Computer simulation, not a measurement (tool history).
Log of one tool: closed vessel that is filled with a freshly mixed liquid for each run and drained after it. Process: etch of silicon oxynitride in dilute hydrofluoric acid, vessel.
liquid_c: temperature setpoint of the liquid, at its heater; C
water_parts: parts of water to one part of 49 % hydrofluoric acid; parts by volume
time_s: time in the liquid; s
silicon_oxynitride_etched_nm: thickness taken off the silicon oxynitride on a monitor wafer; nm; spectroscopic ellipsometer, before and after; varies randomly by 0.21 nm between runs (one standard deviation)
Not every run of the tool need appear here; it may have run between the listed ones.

| run | hour | liquid_c | water_parts | time_s | silicon_oxynitride_etched_nm |
|---|---|---|---|---|---|
| 1 | 0.0 | 25.0 | 50 | 155 | 7.4498 |
| 2 | 7.0 | 26.0 | 45 | 155 | 8.6409 |
| 3 | 10.4 | 27.5 | 45 | 155 | 9.3659 |
| 4 | 11.4 | 28.5 | 40 | 155 | 11.1090 |
| 5 | 14.2 | 29.0 | 35 | 155 | 12.8510 |
| 6 | 16.7 | 29.5 | 35 | 155 | 12.9980 |
| 7 | 19.4 | 30.0 | 35 | 155 | 13.5250 |
| 8 | 22.8 | 30.5 | 35 | 155 | 13.9660 |
| 9 | 28.0 | 31.0 | 35 | 155 | 14.1900 |
| 10 | 36.2 | 31.5 | 35 | 155 | 14.5530 |
| 11 | 44.2 | 33.0 | 20 | 155 | 27.7410 |

What will run 12 give?
| 12 | 52.7 | 32.5 | 20 | 155 | ? |

Run 12 yielded silicon_oxynitride_etched_nm 27.0130 nm.
